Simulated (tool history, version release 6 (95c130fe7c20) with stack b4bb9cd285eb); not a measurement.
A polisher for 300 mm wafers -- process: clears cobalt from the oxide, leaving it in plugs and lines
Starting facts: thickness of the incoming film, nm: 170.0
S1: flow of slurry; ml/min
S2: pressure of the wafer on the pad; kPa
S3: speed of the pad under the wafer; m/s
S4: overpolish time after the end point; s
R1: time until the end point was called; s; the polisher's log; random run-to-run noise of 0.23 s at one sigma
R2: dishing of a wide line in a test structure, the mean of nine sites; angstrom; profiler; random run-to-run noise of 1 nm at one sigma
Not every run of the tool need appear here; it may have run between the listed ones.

run 1 hour=0.0 | S1=210 S2=15.2 S3=1.04 S4=28 | R1=28.649 R2=783.47
run 2 hour=6.7 | S1=215 S2=16.5 S3=1.04 S4=25 | R1=26.922 R2=760.60
run 3 hour=14.5 | S1=215 S2=17.2 S3=1.04 S4=24 | R1=25.345 R2=797.47
run 4 hour=15.4 | S1=215 S2=17.2 S3=1.04 S4=35 | R1=25.392 R2=836.74
run 5 hour=22.7 | S1=215 S2=17.9 S3=1.04 S4=30 | R1=24.828 R2=808.83
run 6 hour=27.7 | S1=215 S2=20.7 S3=1.04 S4=30 | R1=21.684 R2=847.36

What will run 7 give?
run 7 hour=32.2 | S1=215 S2=20.7 S3=1.04 S4=26 | R1=? R2=?

Run 7 gave R1 21.514 s, R2 824.73 angstrom.

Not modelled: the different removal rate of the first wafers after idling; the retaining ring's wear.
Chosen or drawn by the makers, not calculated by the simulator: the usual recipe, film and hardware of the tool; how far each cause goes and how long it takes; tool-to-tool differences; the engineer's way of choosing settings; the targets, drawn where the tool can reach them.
